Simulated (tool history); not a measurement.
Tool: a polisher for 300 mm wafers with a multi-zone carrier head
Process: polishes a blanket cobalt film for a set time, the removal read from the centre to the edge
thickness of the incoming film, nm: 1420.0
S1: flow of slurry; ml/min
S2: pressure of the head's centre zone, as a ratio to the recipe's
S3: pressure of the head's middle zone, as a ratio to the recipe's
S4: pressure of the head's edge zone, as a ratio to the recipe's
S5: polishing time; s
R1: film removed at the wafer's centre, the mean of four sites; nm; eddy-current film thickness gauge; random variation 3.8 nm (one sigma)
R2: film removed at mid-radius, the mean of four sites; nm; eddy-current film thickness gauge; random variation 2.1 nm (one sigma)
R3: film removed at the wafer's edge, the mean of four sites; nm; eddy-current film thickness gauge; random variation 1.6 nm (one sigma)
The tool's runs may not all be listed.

run  hour   S1    S2    S3    S4  S5      R1      R2      R3
  1     0  225     1     1     1  49  199.96  198.74  202.13
  2   6.3  225     1  0.96     1  49  200.29  188.85  202.79
  3  10.5  230  1.02  0.97  1.01  49   201.9  191.75  203.78
  4  11.3  235  1.04  0.98  1.02  50  217.93  198.81   213.8
  5  16.3  245  1.05  0.99  1.02  50  211.89  201.32  209.05
  6  18.5  245  1.06     1  1.03  51  215.73  207.27  215.62
  7  23.5  245  1.07     1  1.03  52  223.35  212.78  220.18
  8  28.4  245  1.08     1  1.03  52  230.89  207.92  220.72

Forecast run 9:
  9  31.1  245  1.08   1  1.03  52   ?   ?   ?

Run 9 gave R1 225.14 nm, R2 209.4 nm, R3 222.48 nm.

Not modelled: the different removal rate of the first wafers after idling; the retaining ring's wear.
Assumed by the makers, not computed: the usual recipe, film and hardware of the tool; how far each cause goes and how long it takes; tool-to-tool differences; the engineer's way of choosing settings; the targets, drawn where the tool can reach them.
